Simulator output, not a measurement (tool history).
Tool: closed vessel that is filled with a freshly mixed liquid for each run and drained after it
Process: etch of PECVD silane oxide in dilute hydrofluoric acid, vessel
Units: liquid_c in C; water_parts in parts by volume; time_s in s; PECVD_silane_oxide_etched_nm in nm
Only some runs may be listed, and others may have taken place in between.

run	hour	liquid_c	water_parts	time_s	PECVD_silane_oxide_etched_nm
1	0	22	135	110	12.77
2	7.5	21	145	110	11.313
3	10.8	23	145	110	12.216
4	17.8	20	145	110	10.872
5	21.3	19.5	150	110	10.157
6	24	19.5	180	110	8.2271
7	32.6	19	180	110	8.1026

What does the tool deliver on the next run?
8	37.8	18.5	180	110	?

{"run 8": {"PECVD_silane_oxide_etched_nm": 7.8904}}
